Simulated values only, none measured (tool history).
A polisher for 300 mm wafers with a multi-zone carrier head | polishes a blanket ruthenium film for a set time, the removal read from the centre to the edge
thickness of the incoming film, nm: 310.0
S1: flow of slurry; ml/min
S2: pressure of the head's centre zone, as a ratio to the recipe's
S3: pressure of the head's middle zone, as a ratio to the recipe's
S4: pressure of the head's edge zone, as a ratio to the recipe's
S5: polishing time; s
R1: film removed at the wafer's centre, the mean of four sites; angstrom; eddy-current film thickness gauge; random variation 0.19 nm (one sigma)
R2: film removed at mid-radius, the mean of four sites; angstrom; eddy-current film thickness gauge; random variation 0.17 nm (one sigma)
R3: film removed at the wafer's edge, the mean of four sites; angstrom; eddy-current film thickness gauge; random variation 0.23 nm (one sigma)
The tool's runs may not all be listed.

| run | hour | S1 | S2 | S3 | S4 | S5 | R1 | R2 | R3 |
|---|---|---|---|---|---|---|---|---|---|
| 1 | 0 | 285 | 1 | 1 | 1 | 35 | 278.94 | 280.74 | 286.32 |
| 2 | 1.2 | 285 | 1 | 1 | 1 | 29 | 236.37 | 239.78 | 231.88 |
| 3 | 4.5 | 245 | 0.98 | 0.93 | 1.07 | 24 | 188.08 | 178.24 | 197.46 |
| 4 | 10.9 | 240 | 0.96 | 0.9 | 1.07 | 22 | 163.02 | 159.23 | 183.7 |
| 5 | 16.8 | 240 | 0.96 | 0.9 | 1.07 | 27 | 204.27 | 200.4 | 221.52 |
| 6 | 21.9 | 240 | 0.96 | 0.93 | 1.07 | 27 | 206.74 | 198.9 | 229.81 |
| 7 | 27.8 | 225 | 0.96 | 0.9 | 1.08 | 24 | 178.15 | 172.64 | 196.14 |
| 8 | 30.8 | 220 | 0.96 | 0.87 | 1.09 | 22 | 168.1 | 156.26 | 185.21 |
| 9 | 32 | 215 | 0.96 | 0.85 | 1.08 | 21 | 157.82 | 142.99 | 167.84 |

Forecast run 10:
| 10 | 36.4 | 210 | 0.95 | 0.84 | 1.08 | 21 | ? | ? | ? |

{"run 10": {"R1": 154.38, "R2": 144.35, "R3": 171.3}}
